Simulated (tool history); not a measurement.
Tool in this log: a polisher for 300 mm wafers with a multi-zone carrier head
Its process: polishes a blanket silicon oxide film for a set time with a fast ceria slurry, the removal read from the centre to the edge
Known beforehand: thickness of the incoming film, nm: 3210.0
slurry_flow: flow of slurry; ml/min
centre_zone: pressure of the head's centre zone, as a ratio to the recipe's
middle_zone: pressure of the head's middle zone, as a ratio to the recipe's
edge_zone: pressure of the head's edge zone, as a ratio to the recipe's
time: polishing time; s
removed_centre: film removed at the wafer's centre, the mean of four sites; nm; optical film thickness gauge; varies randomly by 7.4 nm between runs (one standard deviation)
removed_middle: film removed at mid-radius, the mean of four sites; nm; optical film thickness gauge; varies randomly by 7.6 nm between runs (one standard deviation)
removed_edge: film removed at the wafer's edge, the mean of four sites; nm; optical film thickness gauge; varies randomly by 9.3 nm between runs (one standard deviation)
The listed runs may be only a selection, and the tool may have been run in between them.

run  hour  slurry_flow  centre_zone  middle_zone  edge_zone  time  removed_centre  removed_middle  removed_edge
  1     0          245            1            1          1    66          593.05          582.31        599.44
  2   2.6          245         0.96            1          1    66          576.72          598.46        597.32
  3   4.5          245         0.91            1          1    66          542.95          588.11        599.49
  4   7.7          245         0.86            1          1    66           511.1          582.56        600.95
  5    13          245         0.86            1          1    77           596.4          678.21        700.47
  6  15.2          245         0.86            1       1.03    77          614.49          690.35        718.97
  7  21.4          250         0.89         0.99       1.05    77          630.21          697.64        713.46
  8  23.1          240         0.92         0.97       1.06    78          651.44          682.55        718.77
  9    30          245         0.95         0.95       1.07    79          691.12          676.73        746.62
 10  35.9          315         1.05         0.97       1.05    80          779.53          717.13        746.19
 11    39          315         1.06         0.96       1.06    80          793.65           699.2        763.87
 12  40.6          315         1.07         0.96       1.06    80          781.57          704.32         763.9
 13  45.9          315         1.09         0.95       1.06    80          804.85          711.56        775.01

What does the tool deliver on the next run?
 14  54.2          320          1.1         0.94       1.05    80               ?               ?             ?

Run 14 produced removed_centre 827.45 nm, removed_middle 688.8 nm, removed_edge 755.4 nm.
